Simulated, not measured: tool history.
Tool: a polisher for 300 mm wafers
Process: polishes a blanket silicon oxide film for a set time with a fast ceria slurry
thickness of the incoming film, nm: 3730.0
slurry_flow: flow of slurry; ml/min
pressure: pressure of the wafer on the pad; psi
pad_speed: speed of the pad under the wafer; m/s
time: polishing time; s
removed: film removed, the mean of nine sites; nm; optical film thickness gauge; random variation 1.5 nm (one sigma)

| run | hour | slurry_flow | pressure | pad_speed | time | removed |
|---|---|---|---|---|---|---|
| 1 | 0.0 | 255 | 3.1 | 1.06 | 19 | 416.33 |
| 2 | 0.6 | 255 | 3.1 | 1.18 | 19 | 456.45 |
| 3 | 2.4 | 255 | 3.1 | 1.18 | 17 | 408.52 |
| 4 | 7.2 | 225 | 3.1 | 1.18 | 17 | 398.48 |
| 5 | 16.1 | 210 | 2.6 | 1.16 | 17 | 342.02 |
| 6 | 23.5 | 210 | 2.6 | 1.30 | 17 | 373.91 |
| 7 | 26.4 | 200 | 2.3 | 1.22 | 17 | 319.42 |
| 8 | 30.4 | 190 | 2.0 | 1.16 | 17 | 268.31 |
| 9 | 34.8 | 190 | 2.0 | 1.16 | 17 | 272.92 |
| 10 | 38.5 | 190 | 2.0 | 1.16 | 17 | 270.10 |

Run 11 comes next. What will it give?
| 11 | 47.2 | 185 | 1.8 | 1.14 | 17 | ? |

{"run 11": {"removed": 241.13}}
